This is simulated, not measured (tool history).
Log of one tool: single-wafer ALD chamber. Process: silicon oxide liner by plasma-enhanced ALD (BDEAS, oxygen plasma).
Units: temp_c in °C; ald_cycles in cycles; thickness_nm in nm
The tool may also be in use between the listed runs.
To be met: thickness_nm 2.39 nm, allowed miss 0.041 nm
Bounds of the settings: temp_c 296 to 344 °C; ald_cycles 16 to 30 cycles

Run 1, hour 0: temp_c 320 °C, ald_cycles 23 cycles. Result: thickness_nm 2.0998 nm.
Run 2, hour 1.5: temp_c 320 °C, ald_cycles 21 cycles. Result: thickness_nm 1.9052 nm.
Run 3, hour 5.9: temp_c 320 °C, ald_cycles 18 cycles. Result: thickness_nm 1.6247 nm.
Run 4, hour 9.5: temp_c 319 °C, ald_cycles 20 cycles. Result: thickness_nm 1.8051 nm.
Run 5, hour 11.8: temp_c 309 °C, ald_cycles 20 cycles. Result: thickness_nm 1.8472 nm.
Run 6, hour 20.7: temp_c 309 °C, ald_cycles 19 cycles. Result: thickness_nm 1.7512 nm.
Run 7, hour 26.1: temp_c 308 °C, ald_cycles 21 cycles. Result: thickness_nm 1.9299 nm.
Run 8, hour 27.8: temp_c 308 °C, ald_cycles 22 cycles. Result: thickness_nm 2.0407 nm.
Run 9, hour 33.3: temp_c 307 °C, ald_cycles 23 cycles. Result: thickness_nm 2.1296 nm.
Run 10, hour 35.6: temp_c 307 °C, ald_cycles 24 cycles. Result: thickness_nm 2.2045 nm.

Which of these 4 next moves meets every target?
Run A, hour 37.9: temp_c 316 °C, ald_cycles 25 cycles. Result: thickness_nm ?.
Run B, hour 37.9: temp_c 309 °C, ald_cycles 25 cycles. Result: thickness_nm ?.
Run C, hour 37.9: temp_c 313 °C, ald_cycles 26 cycles. Result: thickness_nm ?.
Run D, hour 37.9: temp_c 310 °C, ald_cycles 25 cycles. Result: thickness_nm ?.

move  thickness_nm
   A        2.2844
   B        2.3045
   C        2.3847
   D        2.3016
A: nearer than the last run, and not there yet
B: nearer than the last run, and not there yet
C: meets every target
D: nearer than the last run, and not there yet
The right move is C.
